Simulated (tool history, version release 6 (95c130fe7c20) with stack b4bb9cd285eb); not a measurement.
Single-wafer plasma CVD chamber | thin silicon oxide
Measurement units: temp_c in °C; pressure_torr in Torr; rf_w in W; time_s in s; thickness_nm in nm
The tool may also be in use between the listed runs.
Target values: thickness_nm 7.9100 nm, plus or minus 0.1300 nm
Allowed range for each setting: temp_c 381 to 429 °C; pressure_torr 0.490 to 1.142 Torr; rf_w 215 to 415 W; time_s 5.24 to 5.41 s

Run 1, hour 0.0: temp_c 405 °C, pressure_torr 0.816 Torr, rf_w 315 W, time_s 5.24 s. Result: thickness_nm 10.2490 nm.
Run 2, hour 6.6: temp_c 405 °C, pressure_torr 0.816 Torr, rf_w 315 W, time_s 5.24 s. Result: thickness_nm 10.1630 nm.
Run 3, hour 8.4: temp_c 405 °C, pressure_torr 0.745 Torr, rf_w 315 W, time_s 5.24 s. Result: thickness_nm 9.5227 nm.
Run 4, hour 12.3: temp_c 405 °C, pressure_torr 0.686 Torr, rf_w 315 W, time_s 5.24 s. Result: thickness_nm 8.9615 nm.
Run 5, hour 20.2: temp_c 405 °C, pressure_torr 0.647 Torr, rf_w 315 W, time_s 5.24 s. Result: thickness_nm 8.5698 nm.
Run 6, hour 27.9: temp_c 405 °C, pressure_torr 0.783 Torr, rf_w 315 W, time_s 5.24 s. Result: thickness_nm 9.9370 nm.
Run 7, hour 28.9: temp_c 405 °C, pressure_torr 0.714 Torr, rf_w 315 W, time_s 5.24 s. Result: thickness_nm 9.2287 nm.
Run 8, hour 32.5: temp_c 405 °C, pressure_torr 0.666 Torr, rf_w 315 W, time_s 5.24 s. Result: thickness_nm 8.7273 nm.
Run 9, hour 38.7: temp_c 405 °C, pressure_torr 0.666 Torr, rf_w 315 W, time_s 5.24 s. Result: thickness_nm 8.7118 nm.
Run 10, hour 44.1: temp_c 405 °C, pressure_torr 0.638 Torr, rf_w 315 W, time_s 5.24 s. Result: thickness_nm 8.4773 nm.
Run 11, hour 48.3: temp_c 405 °C, pressure_torr 0.563 Torr, rf_w 315 W, time_s 5.24 s. Result: thickness_nm 7.7268 nm.
Run 12, hour 50.3: temp_c 405 °C, pressure_torr 0.570 Torr, rf_w 315 W, time_s 5.24 s. Result: thickness_nm 7.7595 nm.

Exercise: of the 4 proposed moves below, exactly one satisfies all targets within the stated allowed misses. Which move is it?
Run A, hour 52.3: temp_c 392 °C, pressure_torr 0.550 Torr, rf_w 310 W, time_s 5.24 s. Result: thickness_nm ?.
Run B, hour 52.3: temp_c 407 °C, pressure_torr 0.575 Torr, rf_w 330 W, time_s 5.24 s. Result: thickness_nm ?.
Run C, hour 52.3: temp_c 409 °C, pressure_torr 0.513 Torr, rf_w 350 W, time_s 5.24 s. Result: thickness_nm ?.
Run D, hour 52.3: temp_c 399 °C, pressure_torr 0.563 Torr, rf_w 295 W, time_s 5.24 s. Result: thickness_nm ?.

move  thickness_nm
   A        7.5959
   B        7.9700
   C        7.4770
   D        7.5330
A: lands further from the targets than the last run did
B: in spec on every target
C: lands further from the targets than the last run did
D: lands further from the targets than the last run did
The right move is B.

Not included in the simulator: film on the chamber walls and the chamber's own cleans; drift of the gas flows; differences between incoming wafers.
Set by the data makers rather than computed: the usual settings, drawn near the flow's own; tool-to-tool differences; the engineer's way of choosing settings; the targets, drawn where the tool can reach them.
